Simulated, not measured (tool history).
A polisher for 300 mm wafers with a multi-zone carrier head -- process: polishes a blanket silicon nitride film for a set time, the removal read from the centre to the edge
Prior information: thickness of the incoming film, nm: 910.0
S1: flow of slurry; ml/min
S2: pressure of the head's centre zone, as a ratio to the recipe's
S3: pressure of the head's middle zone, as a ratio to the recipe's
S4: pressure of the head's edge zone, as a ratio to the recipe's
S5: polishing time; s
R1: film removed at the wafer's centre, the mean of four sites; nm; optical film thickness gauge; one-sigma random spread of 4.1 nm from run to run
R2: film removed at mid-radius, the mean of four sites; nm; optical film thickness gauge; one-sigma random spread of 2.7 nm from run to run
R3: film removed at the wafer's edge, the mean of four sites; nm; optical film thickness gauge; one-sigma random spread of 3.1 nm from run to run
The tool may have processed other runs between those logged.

Run 1, hour 0: S1 315 ml/min, S2 1, S3 1, S4 1, S5 83 s. Result: R1 249.75 nm, R2 253.15 nm, R3 249.2 nm.
Run 2, hour 4.8: S1 315 ml/min, S2 1.05, S3 1, S4 1, S5 83 s. Result: R1 262.7 nm, R2 249.53 nm, R3 251.06 nm.
Run 3, hour 13: S1 310 ml/min, S2 1.04, S3 0.98, S4 1.03, S5 87 s. Result: R1 266.74 nm, R2 259.62 nm, R3 272.26 nm.
Run 4, hour 16.4: S1 310 ml/min, S2 1.06, S3 0.98, S4 1.05, S5 90 s. Result: R1 285.68 nm, R2 263.07 nm, R3 276.89 nm.
Run 5, hour 18.7: S1 310 ml/min, S2 1.06, S3 0.94, S4 1.05, S5 90 s. Result: R1 283.68 nm, R2 255.76 nm, R3 274.45 nm.
Run 6, hour 26.5: S1 385 ml/min, S2 1.06, S3 0.94, S4 1.05, S5 90 s. Result: R1 291.49 nm, R2 264.92 nm, R3 281.38 nm.

Run 7 has not been measured yet. What should we expect?
Run 7, hour 34.9: S1 385 ml/min, S2 0.98, S3 0.85, S4 1.15, S5 113 s. Result: R1 ?, R2 ?, R3 ?.

{"run 7": {"R1": 340.85, "R2": 303.49, "R3": 371.57}}

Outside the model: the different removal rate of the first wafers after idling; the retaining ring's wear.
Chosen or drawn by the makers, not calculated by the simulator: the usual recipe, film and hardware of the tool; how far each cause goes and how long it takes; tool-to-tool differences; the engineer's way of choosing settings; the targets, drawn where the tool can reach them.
